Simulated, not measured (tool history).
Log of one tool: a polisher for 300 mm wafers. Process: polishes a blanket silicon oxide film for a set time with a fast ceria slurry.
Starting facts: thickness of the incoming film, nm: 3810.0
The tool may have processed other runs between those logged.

run	hour	flow of slurry (ml/min)	pressure of the wafer on the pad (psi)	speed of the pad under the wafer (cm/s)	polishing time (s)	film removed (nm)
1	0	175	2.2	112	107	1519.5
2	8.8	170	2	112	107	1387.2
3	15.4	170	2.5	112	107	1717.8
4	18.8	170	2.5	112	113	1810.7
5	26.3	170	2.5	112	113	1797.2
6	34.5	170	2.5	112	107	1704.5
7	40.5	165	2.2	112	107	1518.2
8	44.5	165	2	112	107	1365
9	49.5	155	1.9	112	107	1288.1
10	51.6	145	1.8	112	107	1199.6
11	54.3	135	1.8	112	107	1195.1
12	56.1	135	1.8	112	107	1205.6
13	59.3	130	1.8	112	107	1183
14	66.5	125	1.8	112	107	1174.6
15	68.5	115	1.6	112	107	1024.9

Predict the results of run 16:
16	73.2	120	1.6	112	107	?

Run 16 measured film removed (nm) 1053.7.

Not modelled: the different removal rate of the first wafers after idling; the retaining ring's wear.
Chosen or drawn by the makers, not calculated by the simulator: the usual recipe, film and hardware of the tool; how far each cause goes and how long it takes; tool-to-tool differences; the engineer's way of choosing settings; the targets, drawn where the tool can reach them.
